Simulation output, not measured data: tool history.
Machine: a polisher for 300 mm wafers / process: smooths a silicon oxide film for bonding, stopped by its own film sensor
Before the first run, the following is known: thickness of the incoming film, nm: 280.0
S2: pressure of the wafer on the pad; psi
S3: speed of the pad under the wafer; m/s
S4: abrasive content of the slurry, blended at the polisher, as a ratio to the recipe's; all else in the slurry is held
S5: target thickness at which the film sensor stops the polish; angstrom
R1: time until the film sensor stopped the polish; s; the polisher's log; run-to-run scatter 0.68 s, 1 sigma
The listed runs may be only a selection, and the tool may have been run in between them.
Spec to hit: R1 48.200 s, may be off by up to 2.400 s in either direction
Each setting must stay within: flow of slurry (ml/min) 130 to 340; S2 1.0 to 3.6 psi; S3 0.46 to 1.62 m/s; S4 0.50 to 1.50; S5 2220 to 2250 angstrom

{"run": 1, "hour": 0.0, "flow of slurry (ml/min)": 220, "S2": 2.3, "S3": 1.04, "S4": 1.0, "S5": 2250, "R1": 63.144}
{"run": 2, "hour": 5.5, "flow of slurry (ml/min)": 250, "S2": 2.3, "S3": 1.04, "S4": 1.0, "S5": 2250, "R1": 64.12}
{"run": 3, "hour": 8.2, "flow of slurry (ml/min)": 250, "S2": 2.4, "S3": 1.04, "S4": 1.0, "S5": 2250, "R1": 58.729}
{"run": 4, "hour": 9.5, "flow of slurry (ml/min)": 250, "S2": 2.4, "S3": 1.04, "S4": 1.0, "S5": 2220, "R1": 63.661}
{"run": 5, "hour": 15.6, "flow of slurry (ml/min)": 250, "S2": 2.5, "S3": 1.04, "S4": 1.0, "S5": 2220, "R1": 59.035}
{"run": 6, "hour": 17.2, "flow of slurry (ml/min)": 250, "S2": 2.6, "S3": 1.04, "S4": 1.0, "S5": 2220, "R1": 58.825}
{"run": 7, "hour": 20.1, "flow of slurry (ml/min)": 250, "S2": 2.7, "S3": 1.04, "S4": 1.0, "S5": 2220, "R1": 57.488}
{"run": 8, "hour": 27.9, "flow of slurry (ml/min)": 250, "S2": 2.8, "S3": 1.04, "S4": 1.0, "S5": 2220, "R1": 55.985}
{"run": 9, "hour": 36.4, "flow of slurry (ml/min)": 250, "S2": 2.9, "S3": 1.04, "S4": 1.0, "S5": 2220, "R1": 53.26}
{"run": 10, "hour": 41.1, "flow of slurry (ml/min)": 250, "S2": 3.0, "S3": 1.04, "S4": 1.0, "S5": 2220, "R1": 51.92}

Pick the move, out of 5, that brings all results within their allowed miss; only one does.
{"run": "A", "hour": 45.8, "flow of slurry (ml/min)": 130, "S2": 2.7, "S3": 1.26, "S4": 0.95, "S5": 2220, "R1": "?"}
{"run": "B", "hour": 45.8, "flow of slurry (ml/min)": 265, "S2": 2.5, "S3": 1.22, "S4": 1.0, "S5": 2220, "R1": "?"}
{"run": "C", "hour": 45.8, "flow of slurry (ml/min)": 340, "S2": 2.7, "S3": 1.2, "S4": 0.95, "S5": 2250, "R1": "?"}
{"run": "D", "hour": 45.8, "flow of slurry (ml/min)": 255, "S2": 2.7, "S3": 1.04, "S4": 1.05, "S5": 2220, "R1": "?"}
{"run": "E", "hour": 45.8, "flow of slurry (ml/min)": 240, "S2": 3.1, "S3": 0.92, "S4": 0.95, "S5": 2230, "R1": "?"}

move=A R1=55.326
move=B R1=55.058
move=C R1=49.196
move=D R1=55.370
move=E R1=54.025
A: further off than the last run
B: further off than the last run
C: meets every target
D: further off than the last run
E: further off than the last run
So the answer is move C, the one that meets all the targets.

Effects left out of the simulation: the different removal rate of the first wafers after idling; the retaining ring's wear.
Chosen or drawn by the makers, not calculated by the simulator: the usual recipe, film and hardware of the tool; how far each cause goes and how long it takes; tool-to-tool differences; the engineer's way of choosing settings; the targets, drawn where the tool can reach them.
